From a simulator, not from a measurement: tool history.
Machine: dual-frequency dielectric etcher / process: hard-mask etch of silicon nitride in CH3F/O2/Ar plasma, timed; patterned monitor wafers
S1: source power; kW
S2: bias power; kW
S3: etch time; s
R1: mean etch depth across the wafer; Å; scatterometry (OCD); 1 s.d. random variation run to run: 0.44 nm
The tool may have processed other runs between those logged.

run,hour,S1,S2,S3,R1
1,0.0,0.530,0.082,299.5,2521.0
2,3.0,0.530,0.094,299.5,2621.2
3,7.7,0.530,0.082,299.5,2510.3
4,11.1,0.530,0.090,299.5,2574.2
5,12.9,0.530,0.090,299.5,2583.5
6,19.1,0.530,0.083,299.5,2522.8
7,25.9,0.530,0.083,299.5,2529.7
8,27.3,0.490,0.077,299.5,2360.4
9,29.4,0.460,0.074,299.5,2257.5
10,31.3,0.430,0.072,299.5,2143.6
11,40.2,0.410,0.071,299.5,2079.7
# hour 49.1: bias power generator calibrated
12,49.1,0.390,0.070,299.5,1971.1

Expected results for the next run?
13,55.1,0.380,0.070,299.5,?

Logged for run 13: R1 1950.8 Å.

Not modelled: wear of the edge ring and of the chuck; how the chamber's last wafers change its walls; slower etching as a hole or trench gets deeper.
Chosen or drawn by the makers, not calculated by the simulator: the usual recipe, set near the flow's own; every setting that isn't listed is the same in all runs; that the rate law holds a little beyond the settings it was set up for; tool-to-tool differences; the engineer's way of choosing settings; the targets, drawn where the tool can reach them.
